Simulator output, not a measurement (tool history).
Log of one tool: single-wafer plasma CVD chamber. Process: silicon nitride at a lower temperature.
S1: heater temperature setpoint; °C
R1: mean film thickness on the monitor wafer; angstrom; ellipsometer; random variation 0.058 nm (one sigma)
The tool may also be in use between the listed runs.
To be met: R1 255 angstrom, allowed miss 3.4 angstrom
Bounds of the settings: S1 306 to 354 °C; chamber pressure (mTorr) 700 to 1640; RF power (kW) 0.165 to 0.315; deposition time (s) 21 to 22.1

{"run": 1, "hour": 0.0, "S1": 330, "chamber pressure (mTorr)": 1170, "RF power (kW)": 0.24, "deposition time (s)": 22.1, "R1": 202.12}
{"run": 2, "hour": 2.7, "S1": 324, "chamber pressure (mTorr)": 1170, "RF power (kW)": 0.24, "deposition time (s)": 22.1, "R1": 202.81}
{"run": 3, "hour": 5.7, "S1": 324, "chamber pressure (mTorr)": 1230, "RF power (kW)": 0.245, "deposition time (s)": 22.1, "R1": 207.41}
{"run": 4, "hour": 10.7, "S1": 324, "chamber pressure (mTorr)": 1280, "RF power (kW)": 0.25, "deposition time (s)": 22.1, "R1": 213.99}
{"run": 5, "hour": 11.3, "S1": 324, "chamber pressure (mTorr)": 1320, "RF power (kW)": 0.255, "deposition time (s)": 22.1, "R1": 218.74}
{"run": 6, "hour": 20.1, "S1": 331, "chamber pressure (mTorr)": 1320, "RF power (kW)": 0.255, "deposition time (s)": 22.1, "R1": 218.78}
{"run": 7, "hour": 23.1, "S1": 331, "chamber pressure (mTorr)": 1550, "RF power (kW)": 0.285, "deposition time (s)": 22.1, "R1": 247.55}
{"run": 8, "hour": 24.7, "S1": 331, "chamber pressure (mTorr)": 1560, "RF power (kW)": 0.285, "deposition time (s)": 22.1, "R1": 247.88}
{"run": 9, "hour": 28.1, "S1": 331, "chamber pressure (mTorr)": 1570, "RF power (kW)": 0.285, "deposition time (s)": 22.1, "R1": 248.75}
{"run": 10, "hour": 30.6, "S1": 331, "chamber pressure (mTorr)": 1580, "RF power (kW)": 0.285, "deposition time (s)": 22.1, "R1": 248.74}
{"run": 11, "hour": 34.5, "S1": 331, "chamber pressure (mTorr)": 1590, "RF power (kW)": 0.285, "deposition time (s)": 22.1, "R1": 250.06}
{"run": 12, "hour": 39.3, "S1": 331, "chamber pressure (mTorr)": 1600, "RF power (kW)": 0.285, "deposition time (s)": 22.1, "R1": 249.13}

5 next moves are on the table. One of them brings every result within its allowed miss. Which?
{"run": "A", "hour": 44.1, "S1": 330, "chamber pressure (mTorr)": 1310, "RF power (kW)": 0.31, "deposition time (s)": 21.9, "R1": "?"}
{"run": "B", "hour": 44.1, "S1": 322, "chamber pressure (mTorr)": 1470, "RF power (kW)": 0.315, "deposition time (s)": 21.4, "R1": "?"}
{"run": "C", "hour": 44.1, "S1": 326, "chamber pressure (mTorr)": 1540, "RF power (kW)": 0.29, "deposition time (s)": 21, "R1": "?"}
{"run": "D", "hour": 44.1, "S1": 333, "chamber pressure (mTorr)": 1640, "RF power (kW)": 0.295, "deposition time (s)": 21.2, "R1": "?"}
{"run": "E", "hour": 44.1, "S1": 337, "chamber pressure (mTorr)": 1490, "RF power (kW)": 0.285, "deposition time (s)": 22, "R1": "?"}

move=A R1=248.69
move=B R1=254.22
move=C R1=237.92
move=D R1=246.66
move=E R1=243.03
A: further off than the last run
B: meets every target
C: further off than the last run
D: further off than the last run
E: further off than the last run
Move B is the one to make.
